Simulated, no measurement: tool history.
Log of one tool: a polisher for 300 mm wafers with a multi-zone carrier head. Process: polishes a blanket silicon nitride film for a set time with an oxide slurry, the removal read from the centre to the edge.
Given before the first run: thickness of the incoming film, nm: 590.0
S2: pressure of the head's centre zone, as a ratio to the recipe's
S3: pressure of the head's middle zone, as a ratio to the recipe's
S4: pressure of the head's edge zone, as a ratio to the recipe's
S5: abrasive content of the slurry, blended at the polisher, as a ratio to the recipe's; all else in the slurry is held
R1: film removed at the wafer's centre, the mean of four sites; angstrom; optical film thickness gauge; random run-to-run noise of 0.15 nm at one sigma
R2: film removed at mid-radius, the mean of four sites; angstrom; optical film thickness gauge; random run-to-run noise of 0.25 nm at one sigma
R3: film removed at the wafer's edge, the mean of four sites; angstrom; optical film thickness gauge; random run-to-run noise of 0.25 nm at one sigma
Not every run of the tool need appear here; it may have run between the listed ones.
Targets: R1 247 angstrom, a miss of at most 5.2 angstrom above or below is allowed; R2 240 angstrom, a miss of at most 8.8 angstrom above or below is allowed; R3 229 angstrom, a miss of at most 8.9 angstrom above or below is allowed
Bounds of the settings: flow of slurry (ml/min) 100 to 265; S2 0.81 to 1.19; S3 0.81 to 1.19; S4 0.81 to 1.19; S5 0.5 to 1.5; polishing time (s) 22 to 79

run 1 hour=0 | flow_of_slurry_(ml/min)=170 S2=1 S3=1 S4=1 S5=1 polishing_time_(s)=50 | R1=268.45 R2=272.62 R3=272.59
run 2 hour=8 | flow_of_slurry_(ml/min)=170 S2=0.95 S3=1 S4=1 S5=1 polishing_time_(s)=50 | R1=254.79 R2=272.8 R3=273.03
run 3 hour=12.5 | flow_of_slurry_(ml/min)=170 S2=0.95 S3=1 S4=0.95 S5=1 polishing_time_(s)=50 | R1=254.83 R2=274.85 R3=266.21
run 4 hour=19.8 | flow_of_slurry_(ml/min)=165 S2=0.96 S3=0.99 S4=0.93 S5=1 polishing_time_(s)=50 | R1=253.84 R2=265.58 R3=257.36
run 5 hour=27.9 | flow_of_slurry_(ml/min)=165 S2=0.96 S3=0.99 S4=0.93 S5=0.9 polishing_time_(s)=50 | R1=245.42 R2=263.24 R3=255.06
run 6 hour=32.6 | flow_of_slurry_(ml/min)=165 S2=0.97 S3=0.98 S4=0.91 S5=0.9 polishing_time_(s)=50 | R1=249.76 R2=258.76 R3=249.23
run 7 hour=37.2 | flow_of_slurry_(ml/min)=160 S2=0.97 S3=0.97 S4=0.9 S5=0.9 polishing_time_(s)=50 | R1=250.1 R2=252.32 R3=251.18
run 8 hour=43.7 | flow_of_slurry_(ml/min)=160 S2=0.97 S3=0.97 S4=0.9 S5=0.9 polishing_time_(s)=50 | R1=247.76 R2=255.79 R3=247.99
run 9 hour=52.2 | flow_of_slurry_(ml/min)=160 S2=0.98 S3=0.96 S4=0.88 S5=0.9 polishing_time_(s)=50 | R1=249.57 R2=245.52 R3=242.47
run 10 hour=53.3 | flow_of_slurry_(ml/min)=160 S2=0.98 S3=0.96 S4=0.87 S5=0.9 polishing_time_(s)=50 | R1=251.42 R2=251.02 R3=249.5
run 11 hour=57.3 | flow_of_slurry_(ml/min)=160 S2=0.99 S3=0.96 S4=0.86 S5=0.85 polishing_time_(s)=50 | R1=251 R2=248.04 R3=241.13
run 12 hour=61.7 | flow_of_slurry_(ml/min)=160 S2=0.99 S3=0.96 S4=0.85 S5=0.85 polishing_time_(s)=50 | R1=246.54 R2=250.33 R3=236.53

Which of these 5 next moves meets every target?
run A hour=66.1 | flow_of_slurry_(ml/min)=175 S2=1.02 S3=0.96 S4=0.85 S5=0.95 polishing_time_(s)=46 | R1=? R2=? R3=?
run B hour=66.1 | flow_of_slurry_(ml/min)=175 S2=1.13 S3=1.04 S4=0.86 S5=0.75 polishing_time_(s)=45 | R1=? R2=? R3=?
run C hour=66.1 | flow_of_slurry_(ml/min)=170 S2=0.98 S3=1.02 S4=0.83 S5=0.75 polishing_time_(s)=52 | R1=? R2=? R3=?
run D hour=66.1 | flow_of_slurry_(ml/min)=130 S2=0.98 S3=1.09 S4=0.88 S5=1 polishing_time_(s)=48 | R1=? R2=? R3=?
run E hour=66.1 | flow_of_slurry_(ml/min)=210 S2=0.93 S3=0.98 S4=0.86 S5=1.05 polishing_time_(s)=47 | R1=? R2=? R3=?

move=A R1=245.71 R2=238.9 R3=224.96
move=B R1=244.82 R2=232.62 R3=205.71
move=C R1=248.38 R2=263.22 R3=233.15
move=D R1=234.34 R2=264.69 R3=231.08
move=E R1=247.01 R2=263.74 R3=243.32
A: hits every target within its allowed miss
B: corrects the largest miss of the last run, while another result sits out of spec
C: lands further from the targets than the last run did
D: lands further from the targets than the last run did
E: lands further from the targets than the last run did
Answer: A

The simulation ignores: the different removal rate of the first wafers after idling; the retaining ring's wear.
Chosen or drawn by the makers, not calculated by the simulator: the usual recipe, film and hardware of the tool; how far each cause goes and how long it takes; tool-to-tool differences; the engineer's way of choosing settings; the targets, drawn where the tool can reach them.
